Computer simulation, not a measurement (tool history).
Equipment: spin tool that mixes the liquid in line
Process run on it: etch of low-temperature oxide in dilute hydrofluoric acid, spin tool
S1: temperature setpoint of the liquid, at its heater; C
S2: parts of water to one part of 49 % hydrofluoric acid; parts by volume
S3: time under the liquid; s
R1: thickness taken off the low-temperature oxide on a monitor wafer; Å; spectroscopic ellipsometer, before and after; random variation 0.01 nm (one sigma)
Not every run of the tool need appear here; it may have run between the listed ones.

{"run": 1, "hour": 0.0, "S1": 24.0, "S2": 235, "S3": 20, "R1": 25.74}
{"run": 2, "hour": 6.0, "S1": 24.0, "S2": 270, "S3": 20, "R1": 21.814}
{"run": 3, "hour": 7.9, "S1": 22.5, "S2": 270, "S3": 20, "R1": 20.667}
{"run": 4, "hour": 8.6, "S1": 20.5, "S2": 270, "S3": 20, "R1": 19.212}
{"run": 5, "hour": 16.3, "S1": 20.0, "S2": 270, "S3": 20, "R1": 18.654}
{"run": 6, "hour": 23.3, "S1": 19.5, "S2": 270, "S3": 20, "R1": 18.474}

Estimate the outcome of run 7 from the log above:
{"run": 7, "hour": 25.4, "S1": 19.0, "S2": 270, "S3": 20, "R1": "?"}

R1: 18.213 Å
